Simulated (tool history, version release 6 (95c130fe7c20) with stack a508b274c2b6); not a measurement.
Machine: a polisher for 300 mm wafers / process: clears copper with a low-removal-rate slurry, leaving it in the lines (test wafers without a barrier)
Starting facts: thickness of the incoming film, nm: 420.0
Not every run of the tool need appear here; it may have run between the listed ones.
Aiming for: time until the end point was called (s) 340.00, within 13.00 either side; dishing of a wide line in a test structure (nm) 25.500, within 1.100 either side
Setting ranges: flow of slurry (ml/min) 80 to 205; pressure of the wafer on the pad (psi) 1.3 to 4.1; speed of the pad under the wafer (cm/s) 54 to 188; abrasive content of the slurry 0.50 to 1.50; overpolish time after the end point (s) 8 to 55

run,hour,flow of slurry (ml/min),pressure of the wafer on the pad (psi),speed of the pad under the wafer (cm/s),abrasive content of the slurry,overpolish time after the end point (s),time until the end point was called (s),dishing of a wide line in a test structure (nm)
1,0.0,135,2.7,120,1.00,28,161.25,29.998
2,2.5,135,2.7,146,1.00,28,131.96,32.736
3,3.0,160,2.7,146,1.00,28,130.64,32.721
4,4.4,160,2.3,130,1.00,32,162.23,30.752
5,8.9,155,2.0,114,1.00,36,218.02,29.486
6,11.8,145,1.8,110,1.00,37,244.09,28.049
7,16.2,140,1.7,106,1.00,38,271.25,26.382
8,23.6,140,1.7,106,1.00,38,271.92,26.024
# hour 31.9: slurry blender recalibrated
9,31.9,140,1.7,106,1.00,38,262.33,27.196

5 candidate next runs follow, results not yet known. Just one meets every target within its allowed miss. Identify it.
A,40.2,115,2.1,108,1.00,26,?,?
B,40.2,135,2.2,110,1.00,39,?,?
C,40.2,165,2.7,94,1.25,21,?,?
D,40.2,135,1.9,132,1.05,27,?,?
E,40.2,140,1.6,82,1.30,45,?,?

move,time until the end point was called (s),dishing of a wide line in a test structure (nm)
A,216.70,24.895
B,198.54,31.644
C,177.98,25.110
D,188.51,27.119
E,332.84,25.899
A: misses by more than the last run did
B: misses by more than the last run did
C: misses by more than the last run did
D: misses by more than the last run did
E: every result lands within tolerance
E is the move that brings every result within its allowed miss.
